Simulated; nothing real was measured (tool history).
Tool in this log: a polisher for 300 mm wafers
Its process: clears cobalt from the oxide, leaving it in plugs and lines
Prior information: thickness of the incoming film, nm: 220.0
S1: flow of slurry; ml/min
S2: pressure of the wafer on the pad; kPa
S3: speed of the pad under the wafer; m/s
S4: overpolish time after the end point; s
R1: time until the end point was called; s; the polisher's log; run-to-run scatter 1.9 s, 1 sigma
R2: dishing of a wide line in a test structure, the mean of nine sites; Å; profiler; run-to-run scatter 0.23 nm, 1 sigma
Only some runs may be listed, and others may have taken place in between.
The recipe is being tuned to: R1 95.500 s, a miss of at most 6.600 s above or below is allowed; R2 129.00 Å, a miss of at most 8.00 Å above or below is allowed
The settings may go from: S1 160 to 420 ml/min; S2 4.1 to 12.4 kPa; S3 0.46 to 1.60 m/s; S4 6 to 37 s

run 1 hour=0.0 | S1=270 S2=8.3 S3=1.02 S4=19 | R1=79.037 R2=408.05
run 2 hour=2.1 | S1=300 S2=8.3 S3=1.02 S4=19 | R1=78.917 R2=403.89
run 3 hour=5.0 | S1=340 S2=8.3 S3=1.02 S4=19 | R1=80.033 R2=408.33
run 4 hour=12.0 | S1=340 S2=8.3 S3=0.78 S4=19 | R1=104.050 R2=331.34
run 5 hour=13.8 | S1=340 S2=10.3 S3=0.78 S4=19 | R1=83.843 R2=386.47
run 6 hour=16.0 | S1=340 S2=10.3 S3=0.96 S4=19 | R1=68.670 R2=448.94
run 7 hour=22.3 | S1=310 S2=10.3 S3=0.88 S4=17 | R1=69.574 R2=389.72
run 8 hour=22.9 | S1=285 S2=9.7 S3=0.80 S4=15 | R1=83.527 R2=314.94
-- hour=31.1 head pressure recalibrated
run 9 hour=31.1 | S1=210 S2=7.6 S3=0.78 S4=6 | R1=106.740 R2=121.42
run 10 hour=38.4 | S1=205 S2=7.6 S3=0.78 S4=6 | R1=105.650 R2=118.83

Which of these 5 next moves meets every target?
run A hour=45.7 | S1=240 S2=4.8 S3=1.04 S4=8 | R1=? R2=?
run B hour=45.7 | S1=195 S2=7.6 S3=0.76 S4=6 | R1=? R2=?
run C hour=45.7 | S1=225 S2=9.0 S3=0.74 S4=6 | R1=? R2=?
run D hour=45.7 | S1=230 S2=8.3 S3=0.68 S4=6 | R1=? R2=?
run E hour=45.7 | S1=160 S2=5.5 S3=1.02 S4=6 | R1=? R2=?

move=A R1=115.650 R2=131.92
move=B R1=103.220 R2=112.19
move=C R1=89.001 R2=128.72
move=D R1=104.120 R2=111.28
move=E R1=107.380 R2=108.12
A: moves away from the targets compared with the last run
B: moves away from the targets compared with the last run
C: all results land within tolerance of their targets
D: moves away from the targets compared with the last run
E: moves away from the targets compared with the last run
Answer: C
